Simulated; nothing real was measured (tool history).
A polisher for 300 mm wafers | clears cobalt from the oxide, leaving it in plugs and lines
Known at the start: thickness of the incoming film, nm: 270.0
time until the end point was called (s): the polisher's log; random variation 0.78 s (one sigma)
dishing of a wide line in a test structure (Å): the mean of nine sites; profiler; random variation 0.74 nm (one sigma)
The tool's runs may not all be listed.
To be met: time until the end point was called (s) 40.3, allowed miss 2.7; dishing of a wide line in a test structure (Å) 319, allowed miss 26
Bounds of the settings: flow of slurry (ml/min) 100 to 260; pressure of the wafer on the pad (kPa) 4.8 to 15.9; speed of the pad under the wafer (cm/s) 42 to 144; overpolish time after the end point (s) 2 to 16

run  hour  flow of slurry (ml/min)  pressure of the wafer on the pad (kPa)  speed of the pad under the wafer (cm/s)  overpolish time after the end point (s)  time until the end point was called (s)  dishing of a wide line in a test structure (Å)
  1     0                      165                                    10.3                                       92                                        8                                    75.48                                          196.21
  2   2.9                      145                                    10.3                                       92                                        8                                   75.579                                          195.92
  3     6                      145                                    10.3                                       84                                        8                                   82.264                                          180.27
  4   9.9                      145                                    11.7                                       90                                        8                                   69.717                                          199.76
  5  17.6                      145                                    12.4                                       90                                        8                                   67.169                                          216.73
  6  22.1                      145                                    13.8                                       90                                        8                                   61.107                                          233.78
  7  29.2                      145                                    13.8                                       90                                        8                                   61.846                                           230.3
  8  32.3                      145                                    14.5                                       98                                        8                                   55.451                                          243.91
  9  36.6                      150                                    15.2                                      106                                        8                                   45.674                                          268.08
 10  37.8                      150                                    15.2                                      108                                        8                                   45.446                                           264.6
 11  45.4                      150                                    15.2                                      110                                        8                                   45.044                                           264.6
 12  52.6                      150                                    15.2                                      112                                        8                                    45.29                                          271.36
 13  53.7                      155                                    15.2                                      114                                        8                                    44.72                                          266.63
     56.6  -- slurry nozzle cleaned
 14  56.6                      155                                    15.2                                      116                                        8                                   40.695                                          282.36

4 next moves are on the table. One of them brings every result within its allowed miss. Which?
  A  59.5                      145                                    14.5                                      132                                        6                                        ?                                               ?
  B  59.5                      180                                    13.1                                      128                                        7                                        ?                                               ?
  C  59.5                      190                                    12.4                                      134                                       11                                        ?                                               ?
  D  59.5                      145                                    14.5                                      108                                       14                                        ?                                               ?

move  time until the end point was called (s)  dishing of a wide line in a test structure (Å)
   A                                    38.43                                          245.51
   B                                   41.755                                          255.83
   C                                   41.578                                          317.28
   D                                   46.751                                          331.81
A: further off than the last run
B: further off than the last run
C: meets every target
D: brings the result that was furthest off to its target, and leaves another outside
The right move is C.
